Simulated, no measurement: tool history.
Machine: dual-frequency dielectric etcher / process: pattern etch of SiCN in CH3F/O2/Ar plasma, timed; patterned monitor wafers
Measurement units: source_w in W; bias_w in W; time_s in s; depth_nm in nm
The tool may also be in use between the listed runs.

run 1 hour=0 | source_w=530 bias_w=69 time_s=77 | depth_nm=30.831
run 2 hour=6.7 | source_w=490 bias_w=68 time_s=77 | depth_nm=30.064
run 3 hour=8.2 | source_w=450 bias_w=66 time_s=77 | depth_nm=28.559
run 4 hour=15 | source_w=430 bias_w=66 time_s=77 | depth_nm=28.113
run 5 hour=15.9 | source_w=420 bias_w=66 time_s=77 | depth_nm=28.155
run 6 hour=22.9 | source_w=420 bias_w=75 time_s=77 | depth_nm=28.893
run 7 hour=31.1 | source_w=400 bias_w=74 time_s=77 | depth_nm=28.368
run 8 hour=36.2 | source_w=390 bias_w=74 time_s=77 | depth_nm=28.304

For run 9, what comes out?
run 9 hour=39 | source_w=380 bias_w=74 time_s=77 | depth_nm=?

Run 9 measured depth_nm 27.995 nm.
